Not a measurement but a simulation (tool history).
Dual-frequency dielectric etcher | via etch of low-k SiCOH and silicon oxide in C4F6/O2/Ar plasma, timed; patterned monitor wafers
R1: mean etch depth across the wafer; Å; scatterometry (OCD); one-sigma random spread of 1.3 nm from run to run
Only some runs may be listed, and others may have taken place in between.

{"run": 1, "hour": 0.0, "source power (W)": 380, "bias power (W)": 231, "etch time (s)": 91.5, "R1": 2409.9}
{"run": 2, "hour": 7.1, "source power (W)": 380, "bias power (W)": 252, "etch time (s)": 91.5, "R1": 2479.2}
{"run": 3, "hour": 11.9, "source power (W)": 380, "bias power (W)": 252, "etch time (s)": 95.5, "R1": 2570.4}
{"run": 4, "hour": 14.2, "source power (W)": 380, "bias power (W)": 253, "etch time (s)": 95.5, "R1": 2550.1}
{"run": 5, "hour": 19.6, "source power (W)": 380, "bias power (W)": 253, "etch time (s)": 95.5, "R1": 2570.7}
{"run": 6, "hour": 24.6, "source power (W)": 380, "bias power (W)": 253, "etch time (s)": 95.5, "R1": 2571.8}
{"run": 7, "hour": 29.0, "source power (W)": 380, "bias power (W)": 254, "etch time (s)": 95.5, "R1": 2577.9}

Forecast run 8:
{"run": 8, "hour": 34.7, "source power (W)": 400, "bias power (W)": 256, "etch time (s)": 95.5, "R1": "?"}

{"run 8": {"R1": 2635.8}}
